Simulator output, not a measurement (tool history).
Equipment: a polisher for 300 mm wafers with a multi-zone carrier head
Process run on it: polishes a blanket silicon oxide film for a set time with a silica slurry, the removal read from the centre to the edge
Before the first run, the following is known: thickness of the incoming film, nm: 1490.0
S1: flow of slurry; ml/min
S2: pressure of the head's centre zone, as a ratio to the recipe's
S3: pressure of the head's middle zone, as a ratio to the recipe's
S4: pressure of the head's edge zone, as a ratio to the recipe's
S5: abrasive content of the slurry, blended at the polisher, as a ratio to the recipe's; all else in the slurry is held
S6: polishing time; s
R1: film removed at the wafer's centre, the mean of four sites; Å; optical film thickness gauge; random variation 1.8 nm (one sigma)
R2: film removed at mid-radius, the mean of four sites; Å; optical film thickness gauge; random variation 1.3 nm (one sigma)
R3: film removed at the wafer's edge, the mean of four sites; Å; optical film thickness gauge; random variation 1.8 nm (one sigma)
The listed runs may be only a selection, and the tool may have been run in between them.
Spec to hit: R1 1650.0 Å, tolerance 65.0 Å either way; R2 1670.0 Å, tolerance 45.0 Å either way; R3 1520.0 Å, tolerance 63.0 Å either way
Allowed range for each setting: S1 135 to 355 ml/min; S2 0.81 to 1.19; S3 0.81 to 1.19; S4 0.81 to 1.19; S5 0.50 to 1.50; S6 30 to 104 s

run	day	S1	S2	S3	S4	S5	S6	R1	R2	R3
1	0.000	225	1.00	1.00	1.00	1.00	67	2217.2	2181.5	2155.8
2	0.188	225	1.00	1.00	1.00	1.00	58	1990.0	1884.0	1885.8
3	0.433	225	1.00	1.00	1.00	0.85	58	1783.0	1756.4	1706.8
4	0.633	220	1.00	1.00	0.98	0.85	58	1790.2	1724.0	1678.3
5	0.796	270	1.00	1.00	0.98	0.85	58	1840.3	1774.7	1747.6
6	1.000	255	0.99	1.00	0.96	0.85	58	1835.9	1775.9	1725.6
# day 1.225: worn pad replaced by a new one
7	1.225	240	0.98	1.00	0.95	0.85	58	1940.2	1932.9	1836.9
8	1.533	235	0.99	1.02	0.97	0.85	58	1958.7	1962.6	1887.0
9	1.596	225	0.90	0.92	0.87	0.65	58	1519.5	1534.4	1515.1
10	1.792	235	0.91	0.93	0.86	0.65	58	1553.0	1541.8	1550.1
11	1.875	230	0.92	0.95	0.85	0.65	58	1536.4	1576.9	1478.6
12	1.983	240	0.93	0.96	0.85	0.65	58	1583.3	1585.8	1484.5
13	2.200	245	0.93	0.97	0.85	0.65	58	1568.4	1607.6	1532.3

5 candidate next runs follow, results not yet known. Just one meets every target within its allowed miss. Identify it.
A	2.417	135	0.98	1.01	0.81	0.60	67	?	?	?
B	2.417	245	0.87	1.04	0.87	0.60	61	?	?	?
C	2.417	260	0.95	0.89	0.83	0.65	59	?	?	?
D	2.417	260	0.98	0.90	0.88	0.65	58	?	?	?
E	2.417	190	0.84	0.97	0.93	0.50	72	?	?	?

move	R1	R2	R3
A	1646.4	1655.4	1513.1
B	1490.1	1702.3	1525.8
C	1660.9	1530.8	1532.1
D	1682.1	1518.5	1545.9
E	1443.2	1614.1	1597.3
A: meets every target
B: brings the result that was furthest off to its target, and leaves another outside
C: the biggest miss grows against the last run
D: the biggest miss grows against the last run
E: the biggest miss grows against the last run
The right move is A.

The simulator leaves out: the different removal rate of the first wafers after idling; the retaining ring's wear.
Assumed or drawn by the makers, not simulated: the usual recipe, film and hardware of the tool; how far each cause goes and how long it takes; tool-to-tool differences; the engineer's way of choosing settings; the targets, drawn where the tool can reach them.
